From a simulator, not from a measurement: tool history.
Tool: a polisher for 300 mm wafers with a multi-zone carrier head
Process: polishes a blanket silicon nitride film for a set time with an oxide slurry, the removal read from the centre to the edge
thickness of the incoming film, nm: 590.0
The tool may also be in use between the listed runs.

run    day  flow of slurry (ml/min)  pressure of the head's centre zone  pressure of the head's middle zone  pressure of the head's edge zone  abrasive content of the slurry  polishing time (s)  film removed at the wafer's centre (angstrom)  film removed at mid-radius (angstrom)  film removed at the wafer's edge (angstrom)
  1  0.000                      185                                1.00                                1.00                              1.00                            1.00                  56                                         275.58                                 277.13                                       274.52
  2  0.317                      180                                0.97                                1.01                              0.98                            0.95                  56                                         269.81                                 270.57                                       268.41
  3  0.562                      180                                0.97                                1.07                              0.98                            0.95                  56                                         265.40                                 281.67                                       265.00
  4  0.679                      180                                0.97                                1.07                              0.98                            0.95                  46                                         211.60                                 235.64                                       218.60
  5  0.717                      175                                0.95                                1.09                              0.97                            0.95                  46                                         206.31                                 236.90                                       218.15
  6  0.883                      170                                0.94                                1.11                              0.96                            0.95                  46                                         204.11                                 237.38                                       213.41
  7  1.075                      165                                0.92                                1.12                              0.96                            0.95                  46                                         199.85                                 239.66                                       216.11
  8  1.375                      160                                0.91                                1.13                              0.95                            0.95                  46                                         198.82                                 242.57                                       212.69

Run 9 comes next. What will it give?
  9  1.546                      155                                0.90                                1.13                              0.95                            0.95                  46                                              ?                                      ?                                            ?

Run 9 gave film removed at the wafer's centre (angstrom) 195.63, film removed at mid-radius (angstrom) 243.80, film removed at the wafer's edge (angstrom) 213.47.
